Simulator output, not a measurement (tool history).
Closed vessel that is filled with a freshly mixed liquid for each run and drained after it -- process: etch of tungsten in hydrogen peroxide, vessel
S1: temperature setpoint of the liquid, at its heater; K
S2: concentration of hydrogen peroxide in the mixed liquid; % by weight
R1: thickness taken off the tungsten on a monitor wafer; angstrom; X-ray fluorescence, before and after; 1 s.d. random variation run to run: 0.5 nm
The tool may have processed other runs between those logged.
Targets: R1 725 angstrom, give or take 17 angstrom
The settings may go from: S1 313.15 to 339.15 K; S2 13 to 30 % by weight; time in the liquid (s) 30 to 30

Run 1, hour 0: S1 329.15 K, S2 25 % by weight, time in the liquid (s) 30. Result: R1 1281.6 angstrom.
Run 2, hour 9.2: S1 325.65 K, S2 25 % by weight, time in the liquid (s) 30. Result: R1 1037.4 angstrom.
Run 3, hour 13.2: S1 325.65 K, S2 25 % by weight, time in the liquid (s) 30. Result: R1 1043.2 angstrom.
Run 4, hour 19.8: S1 325.65 K, S2 29 % by weight, time in the liquid (s) 30. Result: R1 1117.4 angstrom.
Run 5, hour 24.2: S1 323.15 K, S2 29 % by weight, time in the liquid (s) 30. Result: R1 966.5 angstrom.
Run 6, hour 30.2: S1 326.65 K, S2 29 % by weight, time in the liquid (s) 30. Result: R1 1190 angstrom.
Run 7, hour 34.5: S1 323.65 K, S2 29 % by weight, time in the liquid (s) 30. Result: R1 995.89 angstrom.
Run 8, hour 40.9: S1 321.65 K, S2 29 % by weight, time in the liquid (s) 30. Result: R1 867.4 angstrom.
Run 9, hour 42.2: S1 321.65 K, S2 29 % by weight, time in the liquid (s) 30. Result: R1 875.84 angstrom.
Run 10, hour 44.3: S1 317.65 K, S2 29 % by weight, time in the liquid (s) 30. Result: R1 683.51 angstrom.
Run 11, hour 50.2: S1 318.15 K, S2 29 % by weight, time in the liquid (s) 30. Result: R1 699.57 angstrom.

Exercise: of the 4 proposed moves below, exactly one satisfies all targets within the stated allowed misses. Which move is it?
Run A, hour 56.1: S1 317.65 K, S2 28.5 % by weight, time in the liquid (s) 30. Result: R1 ?.
Run B, hour 56.1: S1 319.15 K, S2 27.5 % by weight, time in the liquid (s) 30. Result: R1 ?.
Run C, hour 56.1: S1 318.15 K, S2 27 % by weight, time in the liquid (s) 30. Result: R1 ?.
Run D, hour 56.1: S1 319.15 K, S2 24 % by weight, time in the liquid (s) 30. Result: R1 ?.

move      R1
   A  680.73
   B  734.91
   C  683.83
   D  686.55
A: moves away from the targets compared with the last run
B: in spec on every target
C: moves away from the targets compared with the last run
D: moves away from the targets compared with the last run
B meets every target.
